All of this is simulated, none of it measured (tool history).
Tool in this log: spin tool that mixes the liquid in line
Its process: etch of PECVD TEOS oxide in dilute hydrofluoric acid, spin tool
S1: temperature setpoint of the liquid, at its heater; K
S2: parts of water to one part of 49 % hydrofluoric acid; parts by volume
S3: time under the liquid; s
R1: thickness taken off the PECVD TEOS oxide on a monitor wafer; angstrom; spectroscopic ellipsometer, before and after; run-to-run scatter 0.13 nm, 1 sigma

| run | day | S1 | S2 | S3 | R1 |
|---|---|---|---|---|---|
| 1 | 0.000 | 296.15 | 105 | 50 | 119.19 |
| 2 | 0.258 | 298.65 | 105 | 50 | 129.33 |
| 3 | 0.558 | 298.65 | 105 | 55 | 143.01 |
| 4 | 0.817 | 299.15 | 105 | 55 | 146.37 |
| 5 | 0.908 | 301.65 | 105 | 55 | 159.53 |
| 6 | 1.038 | 300.15 | 105 | 55 | 152.47 |
| 7 | 1.117 | 300.65 | 105 | 55 | 156.21 |
| 8 | 1.308 | 301.15 | 105 | 55 | 159.37 |

What will run 9 give?
| 9 | 1.588 | 301.65 | 105 | 55 | ? |

R1: 159.43 angstrom

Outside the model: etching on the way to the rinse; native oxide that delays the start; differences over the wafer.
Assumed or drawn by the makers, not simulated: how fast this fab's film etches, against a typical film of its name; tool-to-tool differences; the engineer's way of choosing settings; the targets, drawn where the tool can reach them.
